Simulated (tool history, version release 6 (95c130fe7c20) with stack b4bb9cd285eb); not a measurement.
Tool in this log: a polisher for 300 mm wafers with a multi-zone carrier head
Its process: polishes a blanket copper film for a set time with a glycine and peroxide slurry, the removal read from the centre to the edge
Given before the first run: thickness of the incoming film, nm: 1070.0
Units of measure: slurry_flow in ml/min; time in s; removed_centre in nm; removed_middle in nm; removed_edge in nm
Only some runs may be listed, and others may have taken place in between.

{"run": 1, "hour": 0.0, "slurry_flow": 220, "centre_zone": 1.0, "middle_zone": 1.0, "edge_zone": 1.0, "time": 62, "removed_centre": 256.52, "removed_middle": 256.9, "removed_edge": 256.04}
{"run": 2, "hour": 4.5, "slurry_flow": 195, "centre_zone": 1.0, "middle_zone": 1.0, "edge_zone": 1.0, "time": 62, "removed_centre": 248.43, "removed_middle": 256.9, "removed_edge": 258.15}
{"run": 3, "hour": 10.1, "slurry_flow": 195, "centre_zone": 1.0, "middle_zone": 1.0, "edge_zone": 1.07, "time": 62, "removed_centre": 248.18, "removed_middle": 254.55, "removed_edge": 265.25}
{"run": 4, "hour": 11.3, "slurry_flow": 195, "centre_zone": 0.98, "middle_zone": 1.01, "edge_zone": 1.05, "time": 61, "removed_centre": 240.04, "removed_middle": 252.63, "removed_edge": 257.54}
{"run": 5, "hour": 12.6, "slurry_flow": 150, "centre_zone": 0.98, "middle_zone": 1.01, "edge_zone": 1.05, "time": 61, "removed_centre": 231.66, "removed_middle": 240.73, "removed_edge": 250.7}
{"run": 6, "hour": 18.1, "slurry_flow": 130, "centre_zone": 0.98, "middle_zone": 1.01, "edge_zone": 1.05, "time": 61, "removed_centre": 226.63, "removed_middle": 238.07, "removed_edge": 242.96}
{"run": 7, "hour": 20.7, "slurry_flow": 130, "centre_zone": 0.96, "middle_zone": 1.02, "edge_zone": 1.04, "time": 61, "removed_centre": 220.58, "removed_middle": 237.82, "removed_edge": 243.89}
{"run": 8, "hour": 24.1, "slurry_flow": 130, "centre_zone": 0.95, "middle_zone": 1.03, "edge_zone": 1.02, "time": 61, "removed_centre": 217.24, "removed_middle": 239.73, "removed_edge": 243.46}
{"run": 9, "hour": 25.2, "slurry_flow": 130, "centre_zone": 0.94, "middle_zone": 1.04, "edge_zone": 1.0, "time": 60, "removed_centre": 212.9, "removed_middle": 245.32, "removed_edge": 234.64}
{"run": 10, "hour": 33.1, "slurry_flow": 130, "centre_zone": 0.93, "middle_zone": 1.04, "edge_zone": 0.99, "time": 60, "removed_centre": 208.63, "removed_middle": 239.46, "removed_edge": 233.29}
{"run": 11, "hour": 41.2, "slurry_flow": 130, "centre_zone": 0.92, "middle_zone": 1.04, "edge_zone": 0.98, "time": 60, "removed_centre": 211.02, "removed_middle": 240.32, "removed_edge": 231.79}

Expected results for the next run?
{"run": 12, "hour": 46.1, "slurry_flow": 130, "centre_zone": 0.91, "middle_zone": 1.05, "edge_zone": 0.98, "time": 60, "removed_centre": "?", "removed_middle": "?", "removed_edge": "?"}

Run 12 measured removed_centre 206.94 nm, removed_middle 239.29 nm, removed_edge 233.25 nm.
